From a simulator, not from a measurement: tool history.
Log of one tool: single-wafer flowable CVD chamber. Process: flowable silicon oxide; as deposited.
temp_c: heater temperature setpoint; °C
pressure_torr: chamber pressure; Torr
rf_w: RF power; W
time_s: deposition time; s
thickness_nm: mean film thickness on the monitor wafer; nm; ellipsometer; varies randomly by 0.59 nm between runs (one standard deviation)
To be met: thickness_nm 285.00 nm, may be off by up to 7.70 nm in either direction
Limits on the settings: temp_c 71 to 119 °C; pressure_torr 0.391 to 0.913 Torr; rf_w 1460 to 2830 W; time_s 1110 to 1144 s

run  hour  temp_c  pressure_torr  rf_w  time_s  thickness_nm
  1   0.0      95          0.652  2145    1110        587.40
  2   6.0     102          0.650  2145    1110        448.37
  3  14.7     106          0.649  2145    1110        384.21
  4  18.6     106          0.688  2145    1110        408.33
  5  27.4     109          0.687  2145    1110        365.03
  6  32.5     109          0.687  2005    1110        360.28
  7  37.3     111          0.687  2005    1110        335.43
  8  45.4     112          0.687  2005    1110        325.13
  9  48.9     113          0.687  2005    1110        313.78
 10  55.9     114          0.687  2005    1110        302.97

Below are 5 possible settings for the next run. Only one of them brings all results inside the allowed miss of their targets. Which is it?
  A  62.9     115          0.656  2195    1110             ?
  B  62.9     115          0.684  2060    1144             ?
  C  62.9     106          0.496  2325    1116             ?
  D  62.9     114          0.691  1785    1144             ?
  E  62.9     115          0.724  2005    1117             ?

move  thickness_nm
   A        283.81
   B        301.56
   C        303.83
   D        307.27
   E        310.14
A: all results land within tolerance of their targets
B: nearer the targets than the last run, but a result is still out of spec
C: roughly where the last run was
D: misses by more than the last run did
E: misses by more than the last run did
The move that meets every target is A.
